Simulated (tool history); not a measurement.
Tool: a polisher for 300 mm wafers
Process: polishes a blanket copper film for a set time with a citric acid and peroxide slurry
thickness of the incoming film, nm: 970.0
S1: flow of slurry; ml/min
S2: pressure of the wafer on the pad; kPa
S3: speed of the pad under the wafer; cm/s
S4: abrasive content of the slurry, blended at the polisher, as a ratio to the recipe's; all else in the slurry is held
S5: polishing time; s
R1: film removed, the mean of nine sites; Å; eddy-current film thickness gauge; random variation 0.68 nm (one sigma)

run,hour,S1,S2,S3,S4,S5,R1
1,0,295,26.9,84,1,37,1024.7
2,7.6,295,26.9,84,0.85,37,1001.9
3,13,295,22.1,82,0.85,37,885.59
4,18.2,295,17.2,82,0.85,37,777.42
5,21.1,295,17.2,82,0.95,37,808.89
6,24,295,15.9,74,0.95,37,689.61
7,32.4,295,14.5,72,0.95,37,653.9

Run 8 comes next. What will it give?
8,39.1,295,13.8,70,0.95,37,?

Run 8 gave R1 632.08 Å.

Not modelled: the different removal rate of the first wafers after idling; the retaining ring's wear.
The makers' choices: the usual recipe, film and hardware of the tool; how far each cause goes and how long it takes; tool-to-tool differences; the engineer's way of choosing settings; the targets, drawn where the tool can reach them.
